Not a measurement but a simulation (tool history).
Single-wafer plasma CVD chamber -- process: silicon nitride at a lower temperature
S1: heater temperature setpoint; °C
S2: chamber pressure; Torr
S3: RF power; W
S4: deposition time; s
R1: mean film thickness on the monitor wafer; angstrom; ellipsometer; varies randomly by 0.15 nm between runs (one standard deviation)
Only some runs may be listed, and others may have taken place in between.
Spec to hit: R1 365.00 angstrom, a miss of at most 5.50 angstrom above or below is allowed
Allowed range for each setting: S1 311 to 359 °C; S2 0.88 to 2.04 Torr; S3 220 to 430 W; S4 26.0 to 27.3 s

run 1 hour=0.0 | S1=335 S2=1.46 S3=325 S4=27.3 | R1=326.08
run 2 hour=7.7 | S1=335 S2=1.46 S3=345 S4=27.3 | R1=333.84
run 3 hour=8.5 | S1=345 S2=1.46 S3=345 S4=27.3 | R1=335.79
run 4 hour=14.5 | S1=345 S2=1.57 S3=350 S4=27.3 | R1=343.72
run 5 hour=15.2 | S1=351 S2=1.57 S3=350 S4=27.3 | R1=343.93
run 6 hour=18.5 | S1=351 S2=1.65 S3=350 S4=27.3 | R1=346.51
run 7 hour=21.4 | S1=351 S2=1.73 S3=355 S4=27.3 | R1=356.28
run 8 hour=22.1 | S1=351 S2=1.76 S3=355 S4=27.3 | R1=356.65
run 9 hour=23.2 | S1=351 S2=1.79 S3=355 S4=27.3 | R1=356.15

Next run, 5 choices. One meets every target within its allowed miss, the rest don't. Which?
run A hour=24.3 | S1=353 S2=1.67 S3=370 S4=27.0 | R1=?
run B hour=24.3 | S1=354 S2=1.64 S3=385 S4=26.3 | R1=?
run C hour=24.3 | S1=350 S2=1.59 S3=365 S4=27.3 | R1=?
run D hour=24.3 | S1=350 S2=1.90 S3=365 S4=27.1 | R1=?
run E hour=24.3 | S1=351 S2=1.82 S3=370 S4=26.0 | R1=?

move=A R1=357.01
move=B R1=352.89
move=C R1=354.36
move=D R1=368.41
move=E R1=351.80
A: closes in on the targets versus the last run, not all within tolerance yet
B: misses by more than the last run did
C: misses by more than the last run did
D: in spec on every target
E: misses by more than the last run did
Answer: D
